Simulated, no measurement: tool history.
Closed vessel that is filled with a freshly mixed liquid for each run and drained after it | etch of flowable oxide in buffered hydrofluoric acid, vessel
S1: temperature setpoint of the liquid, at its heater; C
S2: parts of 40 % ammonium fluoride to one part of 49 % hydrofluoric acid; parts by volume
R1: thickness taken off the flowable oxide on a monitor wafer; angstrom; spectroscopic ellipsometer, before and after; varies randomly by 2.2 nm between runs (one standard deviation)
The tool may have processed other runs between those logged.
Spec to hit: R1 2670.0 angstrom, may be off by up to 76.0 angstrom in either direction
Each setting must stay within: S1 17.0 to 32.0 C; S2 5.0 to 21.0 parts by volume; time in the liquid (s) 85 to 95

Run 1, hour 0.0: S1 24.0 C, S2 13.0 parts by volume, time in the liquid (s) 85. Result: R1 4054.8 angstrom.
Run 2, hour 7.5: S1 23.0 C, S2 13.0 parts by volume, time in the liquid (s) 85. Result: R1 3841.9 angstrom.
Run 3, hour 15.7: S1 22.5 C, S2 13.0 parts by volume, time in the liquid (s) 85. Result: R1 3722.7 angstrom.
Run 4, hour 24.0: S1 22.0 C, S2 13.0 parts by volume, time in the liquid (s) 85. Result: R1 3660.1 angstrom.
Run 5, hour 26.4: S1 22.0 C, S2 13.0 parts by volume, time in the liquid (s) 95. Result: R1 4084.5 angstrom.
Run 6, hour 31.2: S1 22.0 C, S2 13.0 parts by volume, time in the liquid (s) 95. Result: R1 4077.6 angstrom.
Run 7, hour 33.9: S1 21.5 C, S2 13.0 parts by volume, time in the liquid (s) 95. Result: R1 3985.5 angstrom.
Run 8, hour 38.4: S1 21.0 C, S2 13.0 parts by volume, time in the liquid (s) 95. Result: R1 3838.5 angstrom.
Run 9, hour 41.1: S1 20.5 C, S2 13.0 parts by volume, time in the liquid (s) 95. Result: R1 3671.8 angstrom.

4 candidate next runs follow, results not yet known. Just one meets every target within its allowed miss. Identify it.
Run A, hour 43.8: S1 23.0 C, S2 11.5 parts by volume, time in the liquid (s) 95. Result: R1 ?.
Run B, hour 43.8: S1 18.5 C, S2 13.0 parts by volume, time in the liquid (s) 85. Result: R1 ?.
Run C, hour 43.8: S1 18.0 C, S2 14.0 parts by volume, time in the liquid (s) 85. Result: R1 ?.
Run D, hour 43.8: S1 25.0 C, S2 11.0 parts by volume, time in the liquid (s) 95. Result: R1 ?.

move      R1
   A  4799.2
   B  2963.5
   C  2678.6
   D  5589.6
A: misses by more than the last run did
B: closer than the last run, but not yet in spec
C: each result inside its tolerance
D: misses by more than the last run did
The right move is C.
